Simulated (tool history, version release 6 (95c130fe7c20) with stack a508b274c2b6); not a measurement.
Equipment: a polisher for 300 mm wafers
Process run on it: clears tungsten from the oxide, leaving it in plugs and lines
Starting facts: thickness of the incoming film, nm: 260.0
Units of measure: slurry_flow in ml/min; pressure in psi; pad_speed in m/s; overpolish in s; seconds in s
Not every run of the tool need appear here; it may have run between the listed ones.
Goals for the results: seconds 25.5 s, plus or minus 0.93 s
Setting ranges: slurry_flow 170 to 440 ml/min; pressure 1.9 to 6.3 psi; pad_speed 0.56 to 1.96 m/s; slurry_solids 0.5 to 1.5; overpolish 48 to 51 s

run 1 hour=0 | slurry_flow=280 pressure=4.1 pad_speed=1.26 slurry_solids=1 overpolish=48 | seconds=41.429
run 2 hour=4.2 | slurry_flow=280 pressure=4.3 pad_speed=1.26 slurry_solids=1 overpolish=48 | seconds=40.72
run 3 hour=8.5 | slurry_flow=280 pressure=4.5 pad_speed=1.28 slurry_solids=1 overpolish=48 | seconds=37.858
run 4 hour=9.5 | slurry_flow=280 pressure=4.7 pad_speed=1.28 slurry_solids=1 overpolish=48 | seconds=36.468
run 5 hour=16.1 | slurry_flow=280 pressure=5.3 pad_speed=1.28 slurry_solids=1 overpolish=48 | seconds=32.053
run 6 hour=21.7 | slurry_flow=280 pressure=5.3 pad_speed=1.28 slurry_solids=1 overpolish=51 | seconds=32.368
run 7 hour=24.4 | slurry_flow=280 pressure=5.4 pad_speed=1.28 slurry_solids=1 overpolish=51 | seconds=31.553
run 8 hour=29.8 | slurry_flow=280 pressure=5.5 pad_speed=1.28 slurry_solids=1 overpolish=51 | seconds=30.547
run 9 hour=34.6 | slurry_flow=280 pressure=5.6 pad_speed=1.28 slurry_solids=1 overpolish=51 | seconds=30.214
run 10 hour=37.5 | slurry_flow=280 pressure=5.7 pad_speed=1.28 slurry_solids=1 overpolish=51 | seconds=29.679
run 11 hour=40.9 | slurry_flow=280 pressure=5.8 pad_speed=1.28 slurry_solids=1 overpolish=51 | seconds=28.859

4 candidate next runs follow, results not yet known. Just one meets every target within its allowed miss. Identify it.
run A hour=44.3 | slurry_flow=220 pressure=5.1 pad_speed=1.68 slurry_solids=1.1 overpolish=51 | seconds=?
run B hour=44.3 | slurry_flow=295 pressure=5.6 pad_speed=1.28 slurry_solids=0.95 overpolish=51 | seconds=?
run C hour=44.3 | slurry_flow=310 pressure=6 pad_speed=1.02 slurry_solids=1.1 overpolish=48 | seconds=?
run D hour=44.3 | slurry_flow=300 pressure=6.3 pad_speed=1.04 slurry_solids=1.05 overpolish=50 | seconds=?

move=A seconds=25.025
move=B seconds=30.431
move=C seconds=33.828
move=D seconds=32.152
A: hits every target within its allowed miss
B: its largest miss is bigger than the last run's
C: its largest miss is bigger than the last run's
D: its largest miss is bigger than the last run's
Answer: A
